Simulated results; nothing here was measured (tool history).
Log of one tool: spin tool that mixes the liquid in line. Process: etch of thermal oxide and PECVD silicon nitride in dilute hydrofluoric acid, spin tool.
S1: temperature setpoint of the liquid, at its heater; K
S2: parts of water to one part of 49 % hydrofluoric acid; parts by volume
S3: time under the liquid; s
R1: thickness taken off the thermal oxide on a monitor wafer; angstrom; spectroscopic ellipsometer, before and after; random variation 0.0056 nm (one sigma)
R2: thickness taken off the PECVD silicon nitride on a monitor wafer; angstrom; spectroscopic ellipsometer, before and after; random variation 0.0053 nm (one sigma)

| run | hour | S1 | S2 | S3 | R1 | R2 |
|---|---|---|---|---|---|---|
| 1 | 0.0 | 297.15 | 290 | 180 | 25.7760 | 10.4620 |
| 2 | 5.4 | 294.65 | 370 | 165 | 15.8750 | 6.2393 |
| 3 | 13.9 | 294.65 | 425 | 165 | 13.3750 | 5.6238 |
| 4 | 17.8 | 294.65 | 425 | 110 | 8.9601 | 3.7672 |
| 5 | 19.0 | 297.15 | 425 | 110 | 9.6577 | 4.2735 |
| 6 | 24.7 | 295.65 | 460 | 110 | 8.2478 | 3.5713 |

Forecast run 7:
| 7 | 31.3 | 294.65 | 480 | 105 | ? | ? |

R1: 7.1113 angstrom
R2: 3.1830 angstrom
